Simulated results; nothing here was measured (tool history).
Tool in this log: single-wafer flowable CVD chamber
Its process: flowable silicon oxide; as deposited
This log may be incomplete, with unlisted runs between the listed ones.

run	hour	heater temperature setpoint (K)	chamber pressure (Torr)	RF power (kW)	deposition time (s)	mean film thickness on the monitor wafer (angstrom)
1	0	383.15	1.04	2.59	359	2164.4
2	2.7	382.15	1.04	2.59	359	2264.6
3	11.2	381.15	1.04	2.59	359	2334.9
4	14.3	381.15	1.04	2.445	359	2310.2
5	18.8	381.15	1.14	2.445	359	2517.1
6	19.6	381.15	0.98	2.445	359	2168.6
7	27.9	380.15	0.98	2.445	359	2242.6

Run 8 has not been measured yet. What should we expect?
8	35.7	379.15	0.98	2.445	359	?

mean film thickness on the monitor wafer (angstrom): 2357
